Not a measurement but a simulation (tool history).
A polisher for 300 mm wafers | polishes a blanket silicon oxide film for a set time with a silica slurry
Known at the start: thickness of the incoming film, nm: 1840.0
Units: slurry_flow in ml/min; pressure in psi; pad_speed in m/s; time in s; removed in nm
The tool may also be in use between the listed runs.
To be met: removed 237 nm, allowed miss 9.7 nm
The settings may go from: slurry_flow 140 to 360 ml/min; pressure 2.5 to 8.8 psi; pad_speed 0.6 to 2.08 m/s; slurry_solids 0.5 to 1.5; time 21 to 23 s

{"run": 1, "hour": 0.0, "slurry_flow": 230, "pressure": 5.6, "pad_speed": 1.34, "slurry_solids": 1, "time": 23, "removed": 125.85}
{"run": 2, "hour": 6.4, "slurry_flow": 230, "pressure": 5.6, "pad_speed": 1.34, "slurry_solids": 1.1, "time": 23, "removed": 131.71}
{"run": 3, "hour": 9.1, "slurry_flow": 230, "pressure": 5.6, "pad_speed": 1.34, "slurry_solids": 1, "time": 23, "removed": 124.81}
{"run": 4, "hour": 10.6, "slurry_flow": 230, "pressure": 4.3, "pad_speed": 1.34, "slurry_solids": 1, "time": 23, "removed": 96.77}
{"run": 5, "hour": 17.9, "slurry_flow": 230, "pressure": 5.2, "pad_speed": 1.36, "slurry_solids": 1, "time": 23, "removed": 119.25}
{"hour": 20.6, "done": "worn pad replaced by a new one"}
{"run": 6, "hour": 20.6, "slurry_flow": 230, "pressure": 5.9, "pad_speed": 1.38, "slurry_solids": 1, "time": 23, "removed": 144.29}
{"run": 7, "hour": 29.1, "slurry_flow": 230, "pressure": 6.3, "pad_speed": 1.38, "slurry_solids": 1, "time": 23, "removed": 154.05}
{"run": 8, "hour": 35.7, "slurry_flow": 230, "pressure": 6.7, "pad_speed": 1.38, "slurry_solids": 1, "time": 23, "removed": 162.53}
{"run": 9, "hour": 40.6, "slurry_flow": 230, "pressure": 7.1, "pad_speed": 1.38, "slurry_solids": 1, "time": 23, "removed": 170.74}
{"run": 10, "hour": 46.2, "slurry_flow": 230, "pressure": 7.5, "pad_speed": 1.38, "slurry_solids": 1, "time": 23, "removed": 184.5}
{"run": 11, "hour": 49.2, "slurry_flow": 230, "pressure": 7.8, "pad_speed": 1.38, "slurry_solids": 1, "time": 23, "removed": 191.33}
{"run": 12, "hour": 58.1, "slurry_flow": 230, "pressure": 8, "pad_speed": 1.4, "slurry_solids": 1, "time": 23, "removed": 198.04}
{"run": 13, "hour": 65.1, "slurry_flow": 230, "pressure": 8.2, "pad_speed": 1.42, "slurry_solids": 1, "time": 23, "removed": 206.06}
{"run": 14, "hour": 65.7, "slurry_flow": 230, "pressure": 8.3, "pad_speed": 1.44, "slurry_solids": 1, "time": 23, "removed": 207.06}

Which of these 5 next moves meets every target?
{"run": "A", "hour": 66.3, "slurry_flow": 230, "pressure": 8.8, "pad_speed": 1.44, "slurry_solids": 0.85, "time": 23, "removed": "?"}
{"run": "B", "hour": 66.3, "slurry_flow": 190, "pressure": 8.7, "pad_speed": 1.54, "slurry_solids": 1.05, "time": 21, "removed": "?"}
{"run": "C", "hour": 66.3, "slurry_flow": 215, "pressure": 8.2, "pad_speed": 1.66, "slurry_solids": 1.15, "time": 23, "removed": "?"}
{"run": "D", "hour": 66.3, "slurry_flow": 265, "pressure": 8.6, "pad_speed": 2, "slurry_solids": 1, "time": 23, "removed": "?"}
{"run": "E", "hour": 66.3, "slurry_flow": 275, "pressure": 8, "pad_speed": 1.3, "slurry_solids": 1, "time": 21, "removed": "?"}

move=A removed=206.37
move=B removed=207.26
move=C removed=235.74
move=D removed=268.83
move=E removed=175.75
A: as far off as the last run
B: as far off as the last run
C: meets every target
D: takes the result that was furthest off past its target
E: further off than the last run
Answer: C
